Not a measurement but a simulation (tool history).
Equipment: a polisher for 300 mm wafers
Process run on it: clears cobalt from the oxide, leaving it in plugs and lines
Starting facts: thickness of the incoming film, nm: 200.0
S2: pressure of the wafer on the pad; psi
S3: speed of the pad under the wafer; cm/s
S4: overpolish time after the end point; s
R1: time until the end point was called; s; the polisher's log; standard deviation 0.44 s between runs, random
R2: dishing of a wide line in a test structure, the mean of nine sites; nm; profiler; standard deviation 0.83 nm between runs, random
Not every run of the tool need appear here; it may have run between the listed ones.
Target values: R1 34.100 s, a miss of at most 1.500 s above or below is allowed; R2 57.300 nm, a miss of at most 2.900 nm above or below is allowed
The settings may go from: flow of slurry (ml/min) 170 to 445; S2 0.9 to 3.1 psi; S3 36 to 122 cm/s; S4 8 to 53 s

Run 1, hour 0.0: flow of slurry (ml/min) 285, S2 2.0 psi, S3 78 cm/s, S4 27 s. Result: R1 56.497 s, R2 48.308 nm.
Run 2, hour 8.9: flow of slurry (ml/min) 285, S2 2.4 psi, S3 78 cm/s, S4 27 s. Result: R1 48.002 s, R2 52.766 nm.
Run 3, hour 17.3: flow of slurry (ml/min) 285, S2 2.6 psi, S3 80 cm/s, S4 25 s. Result: R1 42.779 s, R2 51.192 nm.
Run 4, hour 25.2: flow of slurry (ml/min) 285, S2 2.7 psi, S3 80 cm/s, S4 26 s. Result: R1 42.590 s, R2 53.299 nm.
Run 5, hour 28.3: flow of slurry (ml/min) 285, S2 2.7 psi, S3 80 cm/s, S4 19 s. Result: R1 42.241 s, R2 46.683 nm.
Run 6, hour 33.8: flow of slurry (ml/min) 285, S2 2.7 psi, S3 70 cm/s, S4 19 s. Result: R1 47.960 s, R2 44.467 nm.
Run 7, hour 38.7: flow of slurry (ml/min) 285, S2 2.8 psi, S3 74 cm/s, S4 21 s. Result: R1 43.314 s, R2 47.804 nm.
Run 8, hour 44.6: flow of slurry (ml/min) 285, S2 2.9 psi, S3 76 cm/s, S4 22 s. Result: R1 41.717 s, R2 50.288 nm.
Run 9, hour 51.0: flow of slurry (ml/min) 285, S2 3.0 psi, S3 80 cm/s, S4 23 s. Result: R1 37.074 s, R2 53.772 nm.

Which one of the following 5 next-run settings gets every result inside its allowed miss? There is exactly one.
Run A, hour 57.4: flow of slurry (ml/min) 280, S2 3.0 psi, S3 74 cm/s, S4 25 s. Result: R1 ?, R2 ?.
Run B, hour 57.4: flow of slurry (ml/min) 290, S2 2.9 psi, S3 74 cm/s, S4 19 s. Result: R1 ?, R2 ?.
Run C, hour 57.4: flow of slurry (ml/min) 345, S2 3.1 psi, S3 90 cm/s, S4 28 s. Result: R1 ?, R2 ?.
Run D, hour 57.4: flow of slurry (ml/min) 280, S2 3.1 psi, S3 84 cm/s, S4 28 s. Result: R1 ?, R2 ?.
Run E, hour 57.4: flow of slurry (ml/min) 335, S2 2.8 psi, S3 82 cm/s, S4 39 s. Result: R1 ?, R2 ?.

move      R1      R2
   A  40.384  52.896
   B  41.600  47.268
   C  31.725  57.415
   D  34.581  56.541
   E  38.466  58.716
A: further off than the last run
B: further off than the last run
C: pushes the last run's worst result past its target
D: hits every target within its allowed miss
E: further off than the last run
D meets every target.

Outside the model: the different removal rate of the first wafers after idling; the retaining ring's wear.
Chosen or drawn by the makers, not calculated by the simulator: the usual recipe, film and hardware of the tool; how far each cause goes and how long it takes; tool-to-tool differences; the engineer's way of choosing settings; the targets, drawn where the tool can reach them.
